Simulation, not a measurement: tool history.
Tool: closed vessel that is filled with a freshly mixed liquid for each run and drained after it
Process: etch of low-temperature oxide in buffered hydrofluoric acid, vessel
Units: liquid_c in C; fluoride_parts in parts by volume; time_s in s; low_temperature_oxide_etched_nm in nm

| run | hour | liquid_c | fluoride_parts | time_s | low_temperature_oxide_etched_nm |
|---|---|---|---|---|---|
| 1 | 0.0 | 22.0 | 12.5 | 35 | 82.282 |
| 2 | 9.1 | 21.0 | 13.5 | 35 | 72.278 |
| 3 | 11.2 | 21.0 | 13.5 | 35 | 72.594 |
| 4 | 18.4 | 20.0 | 14.0 | 35 | 66.581 |
| 5 | 21.8 | 19.5 | 14.5 | 35 | 61.468 |
| 6 | 30.5 | 19.5 | 11.5 | 35 | 77.660 |
| 7 | 38.9 | 19.0 | 12.5 | 35 | 69.629 |
| 8 | 47.6 | 19.0 | 12.5 | 35 | 69.641 |
| 9 | 55.2 | 18.5 | 13.5 | 35 | 63.370 |
| 10 | 64.0 | 18.0 | 14.0 | 35 | 59.129 |

Run 11 comes next. What will it give?
| 11 | 72.1 | 18.0 | 14.5 | 35 | ? |

{"run 11": {"low_temperature_oxide_etched_nm": 57.321}}

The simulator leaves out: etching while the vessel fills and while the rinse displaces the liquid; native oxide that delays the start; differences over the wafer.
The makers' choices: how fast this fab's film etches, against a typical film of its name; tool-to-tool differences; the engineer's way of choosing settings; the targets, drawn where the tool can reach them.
